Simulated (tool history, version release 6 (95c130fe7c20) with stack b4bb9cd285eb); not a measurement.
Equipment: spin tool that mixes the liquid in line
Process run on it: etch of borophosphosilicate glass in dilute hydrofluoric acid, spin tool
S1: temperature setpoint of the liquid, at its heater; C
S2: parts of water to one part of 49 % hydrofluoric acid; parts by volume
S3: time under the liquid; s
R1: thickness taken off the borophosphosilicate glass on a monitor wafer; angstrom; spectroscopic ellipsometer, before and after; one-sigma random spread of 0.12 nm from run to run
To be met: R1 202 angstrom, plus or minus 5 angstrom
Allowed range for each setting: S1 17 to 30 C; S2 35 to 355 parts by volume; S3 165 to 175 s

run	hour	S1	S2	S3	R1
1	0	22	195	165	315.61
2	5.4	24.5	195	165	345.48
3	8.2	23	205	165	303.77
4	15.4	26	205	165	341.67
5	17.7	24.5	210	165	314.04
6	23.8	23	215	165	289.97
7	29.1	22	220	165	270.01
8	33.5	21	225	165	254.64
9	41.5	20.5	230	165	243.25

Which single option among these 5 for the next run brings every result within its allowed miss of target? Just one does.
A	49.5	19	270	165	?
B	49.5	23.5	225	165	?
C	49.5	20.5	265	165	?
D	49.5	22.5	200	175	?
E	49.5	21.5	260	165	?

move	R1
A	190.17
B	281.55
C	205.84
D	332.21
E	218.69
A: pushes the last run's worst result past its target
B: moves away from the targets compared with the last run
C: every result lands within tolerance
D: moves away from the targets compared with the last run
E: nearer than the last run, and not there yet
Move C is the one to make.
